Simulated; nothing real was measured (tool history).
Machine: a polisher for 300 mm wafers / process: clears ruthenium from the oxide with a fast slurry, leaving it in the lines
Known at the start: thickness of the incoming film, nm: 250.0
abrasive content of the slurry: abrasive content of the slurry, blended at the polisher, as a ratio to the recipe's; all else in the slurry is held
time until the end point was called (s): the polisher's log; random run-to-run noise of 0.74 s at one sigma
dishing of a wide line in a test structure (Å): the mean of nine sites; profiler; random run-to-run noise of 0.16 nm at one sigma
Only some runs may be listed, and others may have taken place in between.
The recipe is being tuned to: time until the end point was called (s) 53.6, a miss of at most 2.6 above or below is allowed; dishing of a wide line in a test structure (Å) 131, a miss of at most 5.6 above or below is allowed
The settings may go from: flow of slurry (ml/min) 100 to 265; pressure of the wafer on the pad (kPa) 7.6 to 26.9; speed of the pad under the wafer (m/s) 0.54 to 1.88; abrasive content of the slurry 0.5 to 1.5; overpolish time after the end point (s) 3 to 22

run,hour,flow of slurry (ml/min),pressure of the wafer on the pad (kPa),speed of the pad under the wafer (m/s),abrasive content of the slurry,overpolish time after the end point (s),time until the end point was called (s),dishing of a wide line in a test structure (Å)
1,0,170,17.2,1.2,1,11,48.34,482.89
2,7.3,175,15.9,1.14,1,9,50.998,367.93
3,10.5,200,13.1,1.04,1.15,7,60.533,262.83
4,11.6,200,13.1,0.86,1.15,7,66.08,233.52
# hour 13.7: slurry nozzle cleaned
5,13.7,220,13.1,0.76,1.25,6,68.832,207.37
6,19.7,235,13.1,0.7,1.3,5,68.653,166.58
7,25.4,245,13.8,0.66,1.35,4,67.249,135.73
8,32.8,250,15.2,0.66,1.35,4,64.095,146.23
9,36.8,255,16.5,0.62,1.4,4,58.997,158.25

Which of these 4 next moves meets every target?
A,40.8,265,17.9,0.78,1.45,3,?,?
B,40.8,260,15.2,0.82,1.4,3,?,?
C,40.8,265,17.2,0.76,1.5,3,?,?
D,40.8,265,14.5,0.78,1.2,3,?,?

move,time until the end point was called (s),dishing of a wide line in a test structure (Å)
A,48.064,146.67
B,54.143,130.83
C,49.718,142
D,61.78,115.2
A: closes in on the targets versus the last run, not all within tolerance yet
B: every result within its allowed miss
C: closes in on the targets versus the last run, not all within tolerance yet
D: takes the biggest miss from the last run beyond its target
Go with B: it meets all targets.
